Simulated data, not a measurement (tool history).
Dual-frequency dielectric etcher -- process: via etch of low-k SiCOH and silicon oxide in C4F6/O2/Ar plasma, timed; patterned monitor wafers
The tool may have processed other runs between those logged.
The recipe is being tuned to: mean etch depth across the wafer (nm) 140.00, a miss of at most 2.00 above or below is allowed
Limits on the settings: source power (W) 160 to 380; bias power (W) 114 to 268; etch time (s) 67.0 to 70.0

run  hour  source power (W)  bias power (W)  etch time (s)  mean etch depth across the wafer (nm)
  1   0.0               270             191           67.0                                 159.90
  2   7.2               260             190           67.0                                 157.94
  3  10.0               310             190           67.0                                 168.05
  4  14.8               290             188           67.0                                 162.92
  5  18.9               280             187           67.0                                 160.76
  6  23.9               310             187           67.0                                 167.01
  7  25.1               290             186           67.0                                 163.13
  8  33.6               280             185           67.0                                 160.03
  9  39.7               270             184           67.0                                 158.27
 10  44.8               260             183           67.0                                 156.44
 11  51.8               250             182           67.0                                 154.01
 12  53.0               240             181           67.0                                 151.41

Which one of the following 5 next-run settings gets every result inside its allowed miss? There is exactly one.
  A  54.2               220             213           69.5                                      ?
  B  54.2               220             154           67.5                                      ?
  C  54.2               260             189           67.0                                      ?
  D  54.2               210             140           67.5                                      ?
  E  54.2               230             188           70.0                                      ?

move  mean etch depth across the wafer (nm)
   A                                 161.67
   B                                 139.97
   C                                 157.79
   D                                 133.38
   E                                 157.98
A: its largest miss is bigger than the last run's
B: all results in spec
C: its largest miss is bigger than the last run's
D: takes the biggest miss from the last run beyond its target
E: its largest miss is bigger than the last run's
B is the move that brings every result within its allowed miss.
